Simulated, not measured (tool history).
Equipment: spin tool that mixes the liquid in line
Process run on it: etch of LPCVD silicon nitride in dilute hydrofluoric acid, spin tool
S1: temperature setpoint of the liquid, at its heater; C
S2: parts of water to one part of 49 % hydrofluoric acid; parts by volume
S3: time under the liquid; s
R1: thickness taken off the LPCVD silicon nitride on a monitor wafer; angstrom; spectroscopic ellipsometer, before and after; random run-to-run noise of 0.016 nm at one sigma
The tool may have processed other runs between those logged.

Run 1, hour 0.0: S1 20.0 C, S2 45 parts by volume, S3 45 s. Result: R1 4.1686 angstrom.
Run 2, hour 6.9: S1 21.0 C, S2 45 parts by volume, S3 45 s. Result: R1 4.3652 angstrom.
Run 3, hour 13.8: S1 22.0 C, S2 45 parts by volume, S3 45 s. Result: R1 4.8454 angstrom.
Run 4, hour 20.0: S1 22.5 C, S2 45 parts by volume, S3 45 s. Result: R1 5.0297 angstrom.
Run 5, hour 25.3: S1 23.0 C, S2 45 parts by volume, S3 45 s. Result: R1 5.1102 angstrom.
Run 6, hour 30.0: S1 23.5 C, S2 45 parts by volume, S3 45 s. Result: R1 5.2470 angstrom.
Run 7, hour 37.9: S1 24.0 C, S2 45 parts by volume, S3 45 s. Result: R1 5.5175 angstrom.
Run 8, hour 41.5: S1 24.5 C, S2 45 parts by volume, S3 45 s. Result: R1 5.5567 angstrom.
Run 9, hour 43.3: S1 25.0 C, S2 45 parts by volume, S3 45 s. Result: R1 5.8023 angstrom.
Run 10, hour 47.1: S1 25.5 C, S2 45 parts by volume, S3 45 s. Result: R1 5.8733 angstrom.

Run 11 has not been measured yet. What should we expect?
Run 11, hour 51.4: S1 26.0 C, S2 45 parts by volume, S3 45 s. Result: R1 ?.

{"run 11": {"R1": 6.1002}}

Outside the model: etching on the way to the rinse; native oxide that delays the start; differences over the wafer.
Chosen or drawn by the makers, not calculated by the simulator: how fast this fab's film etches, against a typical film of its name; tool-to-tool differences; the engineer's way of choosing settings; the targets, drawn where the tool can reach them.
